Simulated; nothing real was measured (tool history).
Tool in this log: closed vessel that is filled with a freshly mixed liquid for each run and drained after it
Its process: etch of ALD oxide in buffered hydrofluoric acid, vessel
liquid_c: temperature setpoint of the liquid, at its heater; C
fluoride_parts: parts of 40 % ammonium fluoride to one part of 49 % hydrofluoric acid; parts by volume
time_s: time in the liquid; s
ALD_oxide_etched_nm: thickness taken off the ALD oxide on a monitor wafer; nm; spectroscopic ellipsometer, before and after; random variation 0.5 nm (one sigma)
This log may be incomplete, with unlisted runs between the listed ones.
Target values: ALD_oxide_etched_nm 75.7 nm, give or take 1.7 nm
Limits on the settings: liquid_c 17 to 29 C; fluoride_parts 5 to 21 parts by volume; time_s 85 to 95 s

| run | hour | liquid_c | fluoride_parts | time_s | ALD_oxide_etched_nm |
|---|---|---|---|---|---|
| 1 | 0 | 21 | 13 | 85 | 90.107 |
| 2 | 8.8 | 23 | 13 | 85 | 102.85 |
| 3 | 13.5 | 24.5 | 13 | 85 | 109.87 |
| 4 | 20.8 | 24.5 | 13 | 85 | 110.49 |
| 5 | 29.8 | 22.5 | 13 | 85 | 99.045 |
| 6 | 32.1 | 21 | 13 | 85 | 91.215 |
| 7 | 36.6 | 20 | 13 | 85 | 87.017 |
| 8 | 45.8 | 19 | 13 | 85 | 81.862 |
| 9 | 53.4 | 18.5 | 13 | 85 | 79.469 |

5 next moves are on the table. One of them brings every result within its allowed miss. Which?
| A | 61 | 21.5 | 17 | 85 | ? |
| B | 61 | 18 | 13 | 90 | ? |
| C | 61 | 17.5 | 13 | 90 | ? |
| D | 61 | 17 | 14 | 95 | ? |
| E | 61 | 18.5 | 13 | 90 | ? |

| move | ALD_oxide_etched_nm |
|---|---|
| A | 71.514 |
| B | 80.988 |
| C | 78.717 |
| D | 75.085 |
| E | 83.317 |
A: moves the result that the last run missed by most past its target, out the other side
B: misses by more than the last run did
C: closes in on the targets versus the last run, not all within tolerance yet
D: all results land within tolerance of their targets
E: misses by more than the last run did
Answer: D

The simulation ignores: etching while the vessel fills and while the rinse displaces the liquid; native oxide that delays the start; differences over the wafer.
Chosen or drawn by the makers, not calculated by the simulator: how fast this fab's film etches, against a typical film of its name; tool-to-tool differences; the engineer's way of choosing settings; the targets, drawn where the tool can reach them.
